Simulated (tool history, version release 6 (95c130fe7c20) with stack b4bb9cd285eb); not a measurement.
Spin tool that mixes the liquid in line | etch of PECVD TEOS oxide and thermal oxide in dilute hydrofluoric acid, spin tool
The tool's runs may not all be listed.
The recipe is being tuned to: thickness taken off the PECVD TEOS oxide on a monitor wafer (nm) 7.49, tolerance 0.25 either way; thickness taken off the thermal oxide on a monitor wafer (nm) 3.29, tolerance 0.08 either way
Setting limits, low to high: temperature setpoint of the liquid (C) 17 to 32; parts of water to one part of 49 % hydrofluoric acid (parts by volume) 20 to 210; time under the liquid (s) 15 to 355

| run | day | temperature setpoint of the liquid (C) | parts of water to one part of 49 % hydrofluoric acid (parts by volume) | time under the liquid (s) | thickness taken off the PECVD TEOS oxide on a monitor wafer (nm) | thickness taken off the thermal oxide on a monitor wafer (nm) |
|---|---|---|---|---|---|---|
| 1 | 0 | 24 | 115 | 180 | 16.815 | 7.2592 |
| 2 | 0.142 | 24 | 115 | 225 | 20.959 | 9.2759 |
| 3 | 0.196 | 22 | 135 | 225 | 16.093 | 7.0878 |
| 4 | 0.329 | 20.5 | 150 | 225 | 13.535 | 5.9204 |
| 5 | 0.517 | 20.5 | 110 | 225 | 19.305 | 8.4589 |
| 6 | 0.646 | 19.5 | 110 | 225 | 18.77 | 8.1466 |
| 7 | 0.675 | 19 | 135 | 225 | 14.685 | 6.3283 |
| 8 | 0.858 | 18.5 | 155 | 225 | 11.915 | 5.2825 |
| 9 | 1.146 | 18 | 165 | 225 | 10.879 | 4.7946 |
| 10 | 1.442 | 17.5 | 175 | 225 | 9.93 | 4.3928 |
| 11 | 1.538 | 17.5 | 185 | 225 | 9.4887 | 4.1391 |
| 12 | 1.758 | 17.5 | 190 | 225 | 8.9999 | 3.9743 |
| 13 | 1.904 | 17 | 210 | 225 | 7.9184 | 3.4691 |
| 14 | 2.075 | 17 | 210 | 220 | 7.8228 | 3.4119 |

Pick the move, out of 4, that brings all results within their allowed miss; only one does.
| A | 2.246 | 22 | 195 | 150 | ? | ? |
| B | 2.246 | 21 | 195 | 165 | ? | ? |
| C | 2.246 | 20 | 205 | 195 | ? | ? |
| D | 2.246 | 29.5 | 210 | 145 | ? | ? |

| move | thickness taken off the PECVD TEOS oxide on a monitor wafer (nm) | thickness taken off the thermal oxide on a monitor wafer (nm) |
|---|---|---|
| A | 7.0485 | 3.0696 |
| B | 7.4634 | 3.2503 |
| C | 7.9942 | 3.4814 |
| D | 8.1622 | 3.5546 |
A: the result that was furthest off in the last run now lies on the other side of its target
B: each result inside its tolerance
C: misses by more than the last run did
D: misses by more than the last run did
The move that meets every target is B.
